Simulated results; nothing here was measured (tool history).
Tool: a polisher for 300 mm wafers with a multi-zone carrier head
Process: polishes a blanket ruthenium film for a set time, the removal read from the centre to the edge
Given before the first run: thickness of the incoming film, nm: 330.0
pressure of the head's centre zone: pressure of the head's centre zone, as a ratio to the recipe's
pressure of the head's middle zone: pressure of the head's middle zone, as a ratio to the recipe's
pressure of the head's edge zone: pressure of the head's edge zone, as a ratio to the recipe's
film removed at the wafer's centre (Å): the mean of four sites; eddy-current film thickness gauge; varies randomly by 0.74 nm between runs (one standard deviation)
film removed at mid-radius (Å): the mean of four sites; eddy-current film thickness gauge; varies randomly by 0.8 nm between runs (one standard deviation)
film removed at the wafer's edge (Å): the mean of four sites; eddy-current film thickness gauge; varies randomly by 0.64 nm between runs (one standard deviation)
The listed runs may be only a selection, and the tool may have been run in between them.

| run | hour | flow of slurry (ml/min) | pressure of the head's centre zone | pressure of the head's middle zone | pressure of the head's edge zone | polishing time (s) | film removed at the wafer's centre (Å) | film removed at mid-radius (Å) | film removed at the wafer's edge (Å) |
|---|---|---|---|---|---|---|---|---|---|
| 1 | 0.0 | 195 | 1.00 | 1.00 | 1.00 | 72 | 450.12 | 452.33 | 458.56 |
| 2 | 1.8 | 195 | 1.00 | 1.08 | 1.00 | 72 | 441.51 | 469.62 | 451.17 |
| 3 | 4.3 | 205 | 1.04 | 1.06 | 1.04 | 77 | 489.31 | 503.34 | 503.72 |
| 4 | 6.8 | 215 | 1.08 | 1.05 | 1.05 | 80 | 536.52 | 540.10 | 525.28 |
| 5 | 10.3 | 215 | 1.08 | 1.12 | 1.05 | 80 | 533.38 | 555.77 | 525.17 |
| 6 | 13.3 | 220 | 1.12 | 1.08 | 1.09 | 82 | 582.93 | 563.56 | 547.21 |
| 7 | 21.1 | 225 | 1.12 | 1.05 | 1.12 | 84 | 582.36 | 564.86 | 564.68 |

Run 8 is up next; what results do you expect?
| 8 | 27.8 | 225 | 1.13 | 1.03 | 1.14 | 86 | ? | ? | ? |

film removed at the wafer's centre (Å): 614.16
film removed at mid-radius (Å): 575.86
film removed at the wafer's edge (Å): 591.20

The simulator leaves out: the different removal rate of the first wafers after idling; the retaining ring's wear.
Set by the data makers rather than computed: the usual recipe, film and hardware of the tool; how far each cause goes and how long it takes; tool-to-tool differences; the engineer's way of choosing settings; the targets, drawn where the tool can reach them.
